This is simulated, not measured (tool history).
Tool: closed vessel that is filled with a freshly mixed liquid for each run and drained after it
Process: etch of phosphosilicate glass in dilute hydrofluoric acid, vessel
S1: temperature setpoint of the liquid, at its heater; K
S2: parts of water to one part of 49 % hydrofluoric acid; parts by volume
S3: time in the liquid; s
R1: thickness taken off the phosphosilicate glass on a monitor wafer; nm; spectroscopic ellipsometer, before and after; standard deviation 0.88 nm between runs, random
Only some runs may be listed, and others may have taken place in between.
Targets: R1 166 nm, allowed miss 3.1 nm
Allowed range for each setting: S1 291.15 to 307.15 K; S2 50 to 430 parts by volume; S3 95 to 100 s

{"run": 1, "hour": 0.0, "S1": 299.15, "S2": 240, "S3": 95, "R1": 69.815}
{"run": 2, "hour": 4.6, "S1": 300.65, "S2": 215, "S3": 95, "R1": 83.284}
{"run": 3, "hour": 9.1, "S1": 302.65, "S2": 215, "S3": 95, "R1": 91.14}
{"run": 4, "hour": 10.1, "S1": 301.15, "S2": 215, "S3": 95, "R1": 86.222}
{"run": 5, "hour": 18.4, "S1": 301.15, "S2": 300, "S3": 95, "R1": 55.933}
{"run": 6, "hour": 19.8, "S1": 301.15, "S2": 300, "S3": 100, "R1": 58.73}
{"run": 7, "hour": 24.8, "S1": 302.65, "S2": 265, "S3": 100, "R1": 73.237}
{"run": 8, "hour": 29.1, "S1": 303.65, "S2": 235, "S3": 100, "R1": 87.733}
{"run": 9, "hour": 35.5, "S1": 304.15, "S2": 210, "S3": 100, "R1": 103.04}

Pick the move, out of 5, that brings all results within their allowed miss; only one does.
{"run": "A", "hour": 41.9, "S1": 304.65, "S2": 150, "S3": 100, "R1": "?"}
{"run": "B", "hour": 41.9, "S1": 306.65, "S2": 160, "S3": 100, "R1": "?"}
{"run": "C", "hour": 41.9, "S1": 306.65, "S2": 135, "S3": 100, "R1": "?"}
{"run": "D", "hour": 41.9, "S1": 306.15, "S2": 150, "S3": 100, "R1": "?"}
{"run": "E", "hour": 41.9, "S1": 304.15, "S2": 240, "S3": 100, "R1": "?"}

move=A R1=158.84
move=B R1=157.49
move=C R1=193.41
move=D R1=167.43
move=E R1=87.048
A: closes in on the targets versus the last run, not all within tolerance yet
B: closes in on the targets versus the last run, not all within tolerance yet
C: takes the biggest miss from the last run beyond its target
D: every result within its allowed miss
E: its largest miss is bigger than the last run's
D is the move that brings every result within its allowed miss.
